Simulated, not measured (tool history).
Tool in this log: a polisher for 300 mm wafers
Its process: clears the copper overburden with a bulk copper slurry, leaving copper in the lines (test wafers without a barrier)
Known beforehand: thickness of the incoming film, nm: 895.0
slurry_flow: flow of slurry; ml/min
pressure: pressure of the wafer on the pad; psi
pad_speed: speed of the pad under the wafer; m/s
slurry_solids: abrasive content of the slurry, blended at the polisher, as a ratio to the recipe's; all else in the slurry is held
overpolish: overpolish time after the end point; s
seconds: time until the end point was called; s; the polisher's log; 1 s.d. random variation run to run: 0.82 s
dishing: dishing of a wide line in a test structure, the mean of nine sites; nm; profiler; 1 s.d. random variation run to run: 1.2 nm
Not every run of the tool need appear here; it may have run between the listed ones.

run 1 hour=0.0 | slurry_flow=225 pressure=2.9 pad_speed=1.20 slurry_solids=1.00 overpolish=21 | seconds=67.050 dishing=136.840
run 2 hour=5.2 | slurry_flow=225 pressure=2.9 pad_speed=1.20 slurry_solids=1.00 overpolish=28 | seconds=64.510 dishing=150.200
run 3 hour=9.9 | slurry_flow=225 pressure=2.7 pad_speed=1.26 slurry_solids=1.00 overpolish=25 | seconds=67.641 dishing=144.660
run 4 hour=17.5 | slurry_flow=225 pressure=2.7 pad_speed=1.02 slurry_solids=1.00 overpolish=25 | seconds=79.223 dishing=133.650
run 5 hour=24.8 | slurry_flow=215 pressure=2.6 pad_speed=1.14 slurry_solids=0.95 overpolish=22 | seconds=77.345 dishing=128.560
run 6 hour=31.4 | slurry_flow=215 pressure=2.6 pad_speed=1.24 slurry_solids=0.95 overpolish=22 | seconds=73.854 dishing=125.000
run 7 hour=36.3 | slurry_flow=205 pressure=2.5 pad_speed=1.32 slurry_solids=0.90 overpolish=20 | seconds=73.756 dishing=122.220
run 8 hour=40.6 | slurry_flow=270 pressure=1.7 pad_speed=1.48 slurry_solids=1.15 overpolish=10 | seconds=88.851 dishing=65.190
run 9 hour=45.1 | slurry_flow=280 pressure=1.7 pad_speed=1.50 slurry_solids=1.20 overpolish=9 | seconds=86.246 dishing=64.049
run 10 hour=46.5 | slurry_flow=290 pressure=1.7 pad_speed=1.54 slurry_solids=1.25 overpolish=9 | seconds=81.963 dishing=65.027
run 11 hour=53.1 | slurry_flow=300 pressure=1.6 pad_speed=1.58 slurry_solids=1.30 overpolish=9 | seconds=84.122 dishing=64.507

Forecast run 12:
run 12 hour=61.1 | slurry_flow=310 pressure=1.6 pad_speed=1.62 slurry_solids=1.25 overpolish=9 | seconds=? dishing=?

Run 12 yielded seconds 83.002 s, dishing 64.518 nm.
